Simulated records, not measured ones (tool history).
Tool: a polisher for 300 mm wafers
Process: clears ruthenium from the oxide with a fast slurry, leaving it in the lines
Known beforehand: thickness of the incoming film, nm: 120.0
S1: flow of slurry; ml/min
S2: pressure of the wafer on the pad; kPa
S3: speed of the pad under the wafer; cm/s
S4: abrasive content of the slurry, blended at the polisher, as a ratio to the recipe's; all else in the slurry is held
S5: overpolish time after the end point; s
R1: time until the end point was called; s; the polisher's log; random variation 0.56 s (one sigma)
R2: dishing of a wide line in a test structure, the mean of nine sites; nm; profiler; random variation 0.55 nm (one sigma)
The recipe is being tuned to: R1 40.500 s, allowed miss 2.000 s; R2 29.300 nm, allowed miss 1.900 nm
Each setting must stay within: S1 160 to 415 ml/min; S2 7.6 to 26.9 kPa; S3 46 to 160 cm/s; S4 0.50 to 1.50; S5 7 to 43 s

run    day   S1    S2   S3    S4  S5      R1      R2
  1  0.000  265  17.2  102  1.00  22  28.107  75.859
  2  0.279  265  16.5  102  1.00  20  29.902  66.555
  3  0.492  265  15.9  102  1.00  18  30.399  59.012
  4  0.779  265  15.2  102  1.00  17  31.961  52.477
  5  1.154  265  18.6  102  1.00  17  26.313  65.607
  6  1.396  265  21.4  102  1.00  17  23.149  71.698
  7  1.417  265  20.0  102  1.00  16  24.402  62.679
  8  1.717  265  18.6  102  1.00  15  26.703  58.805
  9  1.808  265  17.9  102  1.00  14  27.855  51.796
 10  2.150  265  17.2  102  1.00  13  28.346  48.057

Which single option among these 5 for the next run brings every result within its allowed miss of target? Just one does.
  A  2.492  195  13.8   84  1.30  11   ?   ?
  B  2.492  230  15.2   96  0.95  12   ?   ?
  C  2.492  285  18.6  124  1.15  24   ?   ?
  D  2.492  230  20.7  130  1.15  22   ?   ?
  E  2.492  275  14.5   88  1.05  12   ?   ?

move      R1       R2
   A  40.738   30.268
   B  36.196   36.592
   C  20.852  104.190
   D  18.424  107.010
   E  38.643   34.457
A: all results land within tolerance of their targets
B: nearer the targets than the last run, but a result is still out of spec
C: lands further from the targets than the last run did
D: lands further from the targets than the last run did
E: nearer the targets than the last run, but a result is still out of spec
A meets every target.
